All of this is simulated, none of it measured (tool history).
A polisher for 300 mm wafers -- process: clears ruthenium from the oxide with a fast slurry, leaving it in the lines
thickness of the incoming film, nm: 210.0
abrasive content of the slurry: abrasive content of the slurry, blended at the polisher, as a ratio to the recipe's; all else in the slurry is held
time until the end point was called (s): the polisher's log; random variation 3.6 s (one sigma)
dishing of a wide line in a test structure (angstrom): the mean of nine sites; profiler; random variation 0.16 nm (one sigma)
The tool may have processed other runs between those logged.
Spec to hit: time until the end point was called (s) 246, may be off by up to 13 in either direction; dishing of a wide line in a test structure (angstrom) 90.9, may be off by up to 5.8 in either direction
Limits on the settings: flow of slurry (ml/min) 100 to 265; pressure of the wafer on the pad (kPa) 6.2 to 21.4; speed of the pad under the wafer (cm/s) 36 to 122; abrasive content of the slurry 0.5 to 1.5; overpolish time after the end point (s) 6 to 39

run  hour  flow of slurry (ml/min)  pressure of the wafer on the pad (kPa)  speed of the pad under the wafer (cm/s)  abrasive content of the slurry  overpolish time after the end point (s)  time until the end point was called (s)  dishing of a wide line in a test structure (angstrom)
  1     0                      170                                    13.8                                       78                               1                                       20                                   113.26                                                 341.07
  2   6.3                      170                                    13.8                                       78                             1.2                                       20                                   103.49                                                 374.69
  3  15.1                      170                                    13.1                                       72                             1.2                                       18                                   117.57                                                 302.88
  4  16.6                      170                                    12.4                                       66                             1.2                                       16                                   130.87                                                 234.93
  5  20.4                      170                                    12.4                                       66                            1.35                                       16                                    127.6                                                  244.8
  6    23                      170                                    12.4                                       82                            1.35                                       16                                   101.42                                                 315.63
  7  26.2                      170                                    11.7                                       76                            1.35                                       15                                   119.29                                                  249.9
  8  33.5                      170                                      11                                       72                            1.35                                       14                                   129.72                                                 212.34
  9  41.9                      170                                     6.9                                       50                             1.3                                       10                                   301.08                                                 69.709
 10  48.7                      175                                     8.3                                       50                             1.3                                       10                                   245.88                                                 82.257

Exercise: of the 4 proposed moves below, exactly one satisfies all targets within the stated allowed misses. Which move is it?
  A  55.5                      115                                    10.3                                       40                             1.4                                        9                                        ?                                                      ?
  B  55.5                      120                                     9.7                                       50                            1.15                                        9                                        ?                                                      ?
  C  55.5                      215                                     6.9                                       56                            1.45                                       11                                        ?                                                      ?
  D  55.5                      155                                     7.6                                       52                             1.4                                       10                                        ?                                                      ?

move  time until the end point was called (s)  dishing of a wide line in a test structure (angstrom)
   A                                   258.83                                                 70.097
   B                                   242.33                                                 74.805
   C                                   241.91                                                   91.3
   D                                   253.58                                                 79.361
A: its largest miss is bigger than the last run's
B: its largest miss is bigger than the last run's
C: all results in spec
D: its largest miss is bigger than the last run's
The move that meets every target is C.
